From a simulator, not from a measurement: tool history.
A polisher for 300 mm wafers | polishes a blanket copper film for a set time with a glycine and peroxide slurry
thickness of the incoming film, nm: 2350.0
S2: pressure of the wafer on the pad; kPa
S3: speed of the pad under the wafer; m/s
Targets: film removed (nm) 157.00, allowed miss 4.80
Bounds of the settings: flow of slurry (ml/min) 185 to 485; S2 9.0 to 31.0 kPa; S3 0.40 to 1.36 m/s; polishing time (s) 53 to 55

run 1 hour=0.0 | flow_of_slurry_(ml/min)=310 S2=20.0 S3=0.88 polishing_time_(s)=53 | film_removed_(nm)=284.87
run 2 hour=8.6 | flow_of_slurry_(ml/min)=310 S2=22.1 S3=0.88 polishing_time_(s)=53 | film_removed_(nm)=298.45
run 3 hour=14.1 | flow_of_slurry_(ml/min)=310 S2=18.6 S3=0.88 polishing_time_(s)=53 | film_removed_(nm)=271.63
run 4 hour=15.3 | flow_of_slurry_(ml/min)=310 S2=17.2 S3=0.88 polishing_time_(s)=53 | film_removed_(nm)=257.02
run 5 hour=18.7 | flow_of_slurry_(ml/min)=305 S2=15.2 S3=0.84 polishing_time_(s)=53 | film_removed_(nm)=235.68
run 6 hour=24.6 | flow_of_slurry_(ml/min)=305 S2=13.8 S3=0.78 polishing_time_(s)=53 | film_removed_(nm)=211.76
run 7 hour=31.9 | flow_of_slurry_(ml/min)=305 S2=12.4 S3=0.74 polishing_time_(s)=53 | film_removed_(nm)=192.06
run 8 hour=36.1 | flow_of_slurry_(ml/min)=305 S2=11.7 S3=0.72 polishing_time_(s)=53 | film_removed_(nm)=181.96
run 9 hour=44.3 | flow_of_slurry_(ml/min)=305 S2=11.0 S3=0.70 polishing_time_(s)=53 | film_removed_(nm)=176.10

5 next moves are on the table. One of them brings every result within its allowed miss. Which?
run A hour=52.5 | flow_of_slurry_(ml/min)=305 S2=12.4 S3=0.72 polishing_time_(s)=55 | film_removed_(nm)=?
run B hour=52.5 | flow_of_slurry_(ml/min)=325 S2=11.0 S3=0.72 polishing_time_(s)=55 | film_removed_(nm)=?
run C hour=52.5 | flow_of_slurry_(ml/min)=295 S2=9.0 S3=0.68 polishing_time_(s)=53 | film_removed_(nm)=?
run D hour=52.5 | flow_of_slurry_(ml/min)=230 S2=11.0 S3=0.80 polishing_time_(s)=55 | film_removed_(nm)=?
run E hour=52.5 | flow_of_slurry_(ml/min)=290 S2=9.0 S3=0.62 polishing_time_(s)=53 | film_removed_(nm)=?

move=A film_removed_(nm)=197.89
move=B film_removed_(nm)=189.20
move=C film_removed_(nm)=160.19
move=D film_removed_(nm)=196.21
move=E film_removed_(nm)=150.51
A: further off than the last run
B: further off than the last run
C: meets every target
D: further off than the last run
E: takes the result that was furthest off past its target
The right move is C.
